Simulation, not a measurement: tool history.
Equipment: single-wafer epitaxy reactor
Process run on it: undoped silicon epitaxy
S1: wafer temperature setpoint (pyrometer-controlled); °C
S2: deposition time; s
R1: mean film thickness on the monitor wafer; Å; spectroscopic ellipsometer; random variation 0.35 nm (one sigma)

{"run": 1, "hour": 0.0, "S1": 640, "S2": 371, "R1": 503.29}
{"run": 2, "hour": 4.5, "S1": 644, "S2": 371, "R1": 545.57}
{"run": 3, "hour": 5.4, "S1": 647, "S2": 371, "R1": 585.24}
{"run": 4, "hour": 12.8, "S1": 647, "S2": 341, "R1": 532.18}
{"run": 5, "hour": 21.0, "S1": 647, "S2": 289, "R1": 456.12}
{"run": 6, "hour": 25.0, "S1": 651, "S2": 289, "R1": 494.56}
{"run": 7, "hour": 33.0, "S1": 654, "S2": 300, "R1": 545.44}
{"run": 8, "hour": 37.3, "S1": 656, "S2": 309, "R1": 583.11}
{"run": 9, "hour": 41.5, "S1": 658, "S2": 316, "R1": 621.66}

The next listed run, before its measurement:
{"run": 10, "hour": 50.1, "S1": 659, "S2": 322, "R1": "?"}

{"run 10": {"R1": 653.86}}
